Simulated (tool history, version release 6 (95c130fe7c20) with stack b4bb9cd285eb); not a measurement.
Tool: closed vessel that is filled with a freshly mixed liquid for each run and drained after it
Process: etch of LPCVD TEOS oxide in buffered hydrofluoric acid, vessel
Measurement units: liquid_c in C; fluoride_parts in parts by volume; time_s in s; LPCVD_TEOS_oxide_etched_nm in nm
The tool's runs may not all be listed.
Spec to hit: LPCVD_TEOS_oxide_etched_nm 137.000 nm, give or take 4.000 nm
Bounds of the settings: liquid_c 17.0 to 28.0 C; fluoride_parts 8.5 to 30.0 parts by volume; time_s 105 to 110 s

run,day,liquid_c,fluoride_parts,time_s,LPCVD_TEOS_oxide_etched_nm
1,0.000,20.0,23.5,105,83.106
2,0.121,18.0,23.5,105,72.784
3,0.171,19.5,23.5,105,79.271
4,0.488,21.0,23.0,105,89.178
5,0.525,21.0,23.0,110,92.552
6,0.750,21.0,27.5,110,81.121
7,1.025,22.0,26.5,110,88.386
8,1.212,22.0,26.5,110,87.112
9,1.246,23.0,25.5,110,96.315
10,1.446,24.0,25.0,110,103.480
11,1.625,24.5,24.5,110,106.450
12,1.925,25.0,24.0,110,111.480
13,2.025,25.0,24.0,110,113.130
14,2.325,25.5,24.0,110,116.520
15,2.683,26.0,24.0,110,119.530
16,2.708,26.5,24.0,110,121.250
17,3.000,27.0,23.5,110,128.130

Of the 5 settings listed for the next run, only one would bring every result within its allowed miss of target. Which one?
A,3.292,26.5,24.0,105,?
B,3.292,27.5,26.0,105,?
C,3.292,26.5,19.0,105,?
D,3.292,28.0,25.5,105,?
E,3.292,27.0,24.0,105,?

move,LPCVD_TEOS_oxide_etched_nm
A,117.150
B,117.030
C,139.650
D,121.830
E,120.350
A: its largest miss is bigger than the last run's
B: its largest miss is bigger than the last run's
C: all results in spec
D: its largest miss is bigger than the last run's
E: its largest miss is bigger than the last run's
C is the move that brings every result within its allowed miss.
